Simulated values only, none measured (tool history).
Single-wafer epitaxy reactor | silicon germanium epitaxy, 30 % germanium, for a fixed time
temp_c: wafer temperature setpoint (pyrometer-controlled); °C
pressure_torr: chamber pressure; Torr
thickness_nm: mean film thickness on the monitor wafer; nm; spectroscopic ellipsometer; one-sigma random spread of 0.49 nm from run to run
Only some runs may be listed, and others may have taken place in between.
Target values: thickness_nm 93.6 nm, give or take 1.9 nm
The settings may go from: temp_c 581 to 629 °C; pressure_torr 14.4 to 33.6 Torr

| run | hour | temp_c | pressure_torr | thickness_nm |
|---|---|---|---|---|
| 1 | 0 | 605 | 24 | 69.909 |
| 2 | 6.2 | 611 | 24 | 76.411 |
| 3 | 15.1 | 604 | 24 | 68.469 |
| 4 | 22.1 | 604 | 27 | 71.364 |
| 5 | 25.1 | 593 | 27 | 60.215 |
| 6 | 31.8 | 601 | 27.3 | 69.484 |
| 7 | 39.1 | 613 | 27.8 | 83.902 |
| 8 | 42.1 | 615 | 27.9 | 87.213 |
| 9 | 50.4 | 616 | 27.9 | 88.126 |
| 10 | 54.9 | 616 | 27.9 | 88.48 |
| 11 | 57.1 | 617 | 27.9 | 89.5 |
| 12 | 59.3 | 618 | 27.9 | 91.339 |

Below are 5 possible settings for the next run. Only one of them brings all results inside the allowed miss of their targets. Which is it?
| A | 61.5 | 615 | 28.2 | ? |
| B | 61.5 | 622 | 28.7 | ? |
| C | 61.5 | 623 | 27 | ? |
| D | 61.5 | 627 | 23.8 | ? |
| E | 61.5 | 622 | 26.2 | ? |

| move | thickness_nm |
|---|---|
| A | 87.737 |
| B | 98.485 |
| C | 97.512 |
| D | 98.363 |
| E | 94.836 |
A: moves away from the targets compared with the last run
B: carries the result that was furthest off beyond its target, to the other side
C: carries the result that was furthest off beyond its target, to the other side
D: carries the result that was furthest off beyond its target, to the other side
E: in spec on every target
The right move is E.
